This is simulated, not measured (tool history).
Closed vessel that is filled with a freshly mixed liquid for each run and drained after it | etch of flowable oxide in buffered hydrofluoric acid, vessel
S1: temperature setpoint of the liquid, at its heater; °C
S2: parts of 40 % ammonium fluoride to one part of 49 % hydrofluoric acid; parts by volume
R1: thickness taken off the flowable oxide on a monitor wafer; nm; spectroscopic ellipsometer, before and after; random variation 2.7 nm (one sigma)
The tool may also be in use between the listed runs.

run 1 day=0.000 | S1=25.0 S2=20.0 time_in_the_liquid_(s)=90 | R1=197.73
run 2 day=0.246 | S1=26.0 S2=19.0 time_in_the_liquid_(s)=90 | R1=222.72
run 3 day=0.567 | S1=25.0 S2=19.0 time_in_the_liquid_(s)=90 | R1=207.48
run 4 day=0.783 | S1=25.0 S2=19.0 time_in_the_liquid_(s)=100 | R1=236.38
run 5 day=1.096 | S1=26.0 S2=19.0 time_in_the_liquid_(s)=100 | R1=245.65
run 6 day=1.246 | S1=26.0 S2=19.0 time_in_the_liquid_(s)=100 | R1=245.67
run 7 day=1.550 | S1=27.0 S2=18.5 time_in_the_liquid_(s)=100 | R1=263.01

The next listed run, before its measurement:
run 8 day=1.817 | S1=27.5 S2=18.0 time_in_the_liquid_(s)=100 | R1=?

R1: 280.27 nm

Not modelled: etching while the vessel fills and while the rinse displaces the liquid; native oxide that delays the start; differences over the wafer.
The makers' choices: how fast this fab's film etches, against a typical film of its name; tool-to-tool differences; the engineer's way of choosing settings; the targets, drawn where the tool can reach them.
